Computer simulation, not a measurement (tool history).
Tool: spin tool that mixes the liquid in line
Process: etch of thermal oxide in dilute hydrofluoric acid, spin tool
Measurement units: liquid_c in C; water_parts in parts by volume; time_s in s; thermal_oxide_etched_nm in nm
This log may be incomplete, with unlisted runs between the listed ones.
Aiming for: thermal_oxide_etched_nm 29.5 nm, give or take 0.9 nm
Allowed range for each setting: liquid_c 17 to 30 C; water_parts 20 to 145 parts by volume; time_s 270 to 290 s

run	hour	liquid_c	water_parts	time_s	thermal_oxide_etched_nm
1	0	22	80	270	14.207
2	6	20.5	80	270	13.665
3	10.2	20.5	80	270	13.427
4	16.6	20.5	80	290	14.478
5	25.6	20.5	105	290	10.747
6	27.1	20.5	105	270	10.07
7	33.5	24.5	75	270	17.059
8	35	25.5	70	270	19.121
9	42.6	26	65	270	21.489
10	48.7	26.5	65	270	21.407
11	49.7	27	65	270	21.965
12	56.7	30	50	270	33.539
13	64.1	29.5	50	270	32.118
14	66.7	28.5	50	270	31.319
# hour 71.4: thermometer replaced
15	71.4	26.5	50	270	30.62

Next run, 5 choices. One meets every target within its allowed miss, the rest don't. Which?
A	76.1	28	50	270	?
B	76.1	28	55	290	?
C	76.1	28	55	270	?
D	76.1	26.5	55	270	?
E	76.1	29.5	55	270	?

move	thermal_oxide_etched_nm
A	32.881
B	31.873
C	29.675
D	27.949
E	31.484
A: moves away from the targets compared with the last run
B: moves away from the targets compared with the last run
C: every result lands within tolerance
D: carries the result that was furthest off beyond its target, to the other side
E: moves away from the targets compared with the last run
Correct choice: C, which meets every target

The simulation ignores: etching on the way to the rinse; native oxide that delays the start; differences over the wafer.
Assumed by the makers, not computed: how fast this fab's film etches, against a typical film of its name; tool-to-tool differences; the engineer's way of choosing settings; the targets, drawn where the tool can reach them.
